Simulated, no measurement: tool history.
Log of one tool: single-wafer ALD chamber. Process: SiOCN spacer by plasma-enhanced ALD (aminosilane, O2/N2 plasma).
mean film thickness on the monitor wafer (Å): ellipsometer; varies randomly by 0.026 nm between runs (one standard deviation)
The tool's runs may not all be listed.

run  hour  heater temperature setpoint (°C)  number of ALD cycles (cycles)  mean film thickness on the monitor wafer (Å)
  1   0.0                               385                             68                                        43.872
  2   5.3                               377                             68                                        44.334
  3   6.4                               377                             72                                        46.864
  4   9.9                               377                             80                                        51.979
  5  12.0                               388                             80                                        51.266
  6  14.8                               383                             80                                        51.329

Run 7 is up next; what results do you expect?
  7  19.1                               383                             81                                             ?

Logged for run 7: mean film thickness on the monitor wafer (Å) 52.469.
